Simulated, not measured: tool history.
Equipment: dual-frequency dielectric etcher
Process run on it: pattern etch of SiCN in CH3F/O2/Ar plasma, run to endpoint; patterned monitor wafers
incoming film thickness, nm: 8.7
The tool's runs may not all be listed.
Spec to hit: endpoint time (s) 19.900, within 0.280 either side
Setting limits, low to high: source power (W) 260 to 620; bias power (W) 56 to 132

| run | hour | source power (W) | bias power (W) | endpoint time (s) |
|---|---|---|---|---|
| 1 | 0.0 | 440 | 94 | 23.017 |
| 2 | 7.2 | 500 | 94 | 21.955 |
| 3 | 12.1 | 520 | 95 | 21.463 |
| 4 | 17.9 | 440 | 95 | 22.730 |
| 5 | 20.9 | 440 | 81 | 24.563 |
| 6 | 25.0 | 470 | 84 | 23.574 |
| 7 | 32.7 | 490 | 86 | 22.910 |
| 8 | 34.5 | 510 | 88 | 22.405 |
| 9 | 40.1 | 530 | 89 | 21.956 |

Below are 4 possible settings for the next run. Only one of them brings all results inside the allowed miss of their targets. Which is it?
| A | 45.7 | 580 | 112 | ? |
| B | 45.7 | 620 | 97 | ? |
| C | 45.7 | 620 | 105 | ? |
| D | 45.7 | 500 | 76 | ? |

| move | endpoint time (s) |
|---|---|
| A | 19.155 |
| B | 19.865 |
| C | 19.215 |
| D | 23.816 |
A: moves the result that the last run missed by most past its target, out the other side
B: every result within its allowed miss
C: moves the result that the last run missed by most past its target, out the other side
D: the biggest miss grows against the last run
The move that meets every target is B.
